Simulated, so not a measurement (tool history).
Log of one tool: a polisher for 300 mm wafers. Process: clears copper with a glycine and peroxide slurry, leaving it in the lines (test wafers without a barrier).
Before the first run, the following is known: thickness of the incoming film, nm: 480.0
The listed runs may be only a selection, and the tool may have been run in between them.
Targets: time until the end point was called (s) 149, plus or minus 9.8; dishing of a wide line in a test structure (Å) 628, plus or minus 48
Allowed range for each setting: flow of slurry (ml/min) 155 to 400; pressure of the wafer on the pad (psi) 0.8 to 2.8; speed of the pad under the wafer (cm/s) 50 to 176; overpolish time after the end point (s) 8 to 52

run	hour	flow of slurry (ml/min)	pressure of the wafer on the pad (psi)	speed of the pad under the wafer (cm/s)	overpolish time after the end point (s)	time until the end point was called (s)	dishing of a wide line in a test structure (Å)
1	0	255	1.8	112	26	109.81	767.39
2	4.7	190	1.8	112	26	112.59	746.96
3	10.5	190	2	112	26	102.86	787.97
4	17.1	190	2	112	18	104.84	582.01
5	18.2	155	2	112	18	109.27	569.94
6	21.1	155	2.3	112	18	96.244	610.02
7	25.5	155	2	108	21	111.85	628.22
8	28.5	155	1.8	106	23	119.38	633.9
9	35.7	155	1.6	104	24	133.95	580.31

Which one of the following 5 next-run settings gets every result inside its allowed miss? There is exactly one.
A	42.9	165	1.2	110	29	?	?
B	42.9	155	1.7	102	25	?	?
C	42.9	165	1.8	96	20	?	?
D	42.9	250	1.7	94	24	?	?
E	42.9	165	1.6	118	18	?	?

move	time until the end point was called (s)	dishing of a wide line in a test structure (Å)
A	148.27	641.81
B	130.45	641.14
C	130.02	538.06
D	128.13	631.95
E	120.17	520.69
A: all results land within tolerance of their targets
B: misses by more than the last run did
C: misses by more than the last run did
D: misses by more than the last run did
E: misses by more than the last run did
A is the move that brings every result within its allowed miss.

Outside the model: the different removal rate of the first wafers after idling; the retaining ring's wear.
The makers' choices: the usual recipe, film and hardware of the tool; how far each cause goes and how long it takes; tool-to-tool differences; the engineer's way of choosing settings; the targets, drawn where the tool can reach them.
